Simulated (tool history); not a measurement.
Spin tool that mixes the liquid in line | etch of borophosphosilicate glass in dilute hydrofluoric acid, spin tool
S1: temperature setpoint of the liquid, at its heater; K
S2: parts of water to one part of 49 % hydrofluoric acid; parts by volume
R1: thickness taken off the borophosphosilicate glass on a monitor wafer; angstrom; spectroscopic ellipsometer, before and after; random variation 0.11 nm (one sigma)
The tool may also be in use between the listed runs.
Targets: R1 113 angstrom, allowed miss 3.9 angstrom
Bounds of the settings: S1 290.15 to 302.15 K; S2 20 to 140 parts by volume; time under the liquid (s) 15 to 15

{"run": 1, "hour": 0.0, "S1": 294.15, "S2": 75, "time under the liquid (s)": 15, "R1": 88.521}
{"run": 2, "hour": 4.5, "S1": 295.65, "S2": 75, "time under the liquid (s)": 15, "R1": 93.825}
{"run": 3, "hour": 6.9, "S1": 295.65, "S2": 45, "time under the liquid (s)": 15, "R1": 160.85}
{"run": 4, "hour": 12.2, "S1": 295.65, "S2": 45, "time under the liquid (s)": 15, "R1": 164.17}
{"run": 5, "hour": 13.4, "S1": 294.15, "S2": 45, "time under the liquid (s)": 15, "R1": 152.52}
{"run": 6, "hour": 15.5, "S1": 293.15, "S2": 45, "time under the liquid (s)": 15, "R1": 145.1}
{"run": 7, "hour": 21.6, "S1": 292.15, "S2": 45, "time under the liquid (s)": 15, "R1": 140.94}
{"run": 8, "hour": 23.0, "S1": 291.65, "S2": 45, "time under the liquid (s)": 15, "R1": 136.36}
{"hour": 24.1, "done": "hydrofluoric acid flow meter replaced"}
{"run": 9, "hour": 24.1, "S1": 291.15, "S2": 45, "time under the liquid (s)": 15, "R1": 142.81}
{"run": 10, "hour": 28.6, "S1": 291.15, "S2": 50, "time under the liquid (s)": 15, "R1": 127.95}

5 next moves are on the table. One of them brings every result within its allowed miss. Which?
{"run": "A", "hour": 33.1, "S1": 293.15, "S2": 55, "time under the liquid (s)": 15, "R1": "?"}
{"run": "B", "hour": 33.1, "S1": 291.65, "S2": 45, "time under the liquid (s)": 15, "R1": "?"}
{"run": "C", "hour": 33.1, "S1": 292.15, "S2": 55, "time under the liquid (s)": 15, "R1": "?"}
{"run": "D", "hour": 33.1, "S1": 290.15, "S2": 50, "time under the liquid (s)": 15, "R1": "?"}
{"run": "E", "hour": 33.1, "S1": 290.65, "S2": 55, "time under the liquid (s)": 15, "R1": "?"}

move=A R1=126.13
move=B R1=146.31
move=C R1=120.88
move=D R1=122.69
move=E R1=113.35
A: nearer than the last run, and not there yet
B: further off than the last run
C: nearer than the last run, and not there yet
D: nearer than the last run, and not there yet
E: meets every target
Move E is the one to make.

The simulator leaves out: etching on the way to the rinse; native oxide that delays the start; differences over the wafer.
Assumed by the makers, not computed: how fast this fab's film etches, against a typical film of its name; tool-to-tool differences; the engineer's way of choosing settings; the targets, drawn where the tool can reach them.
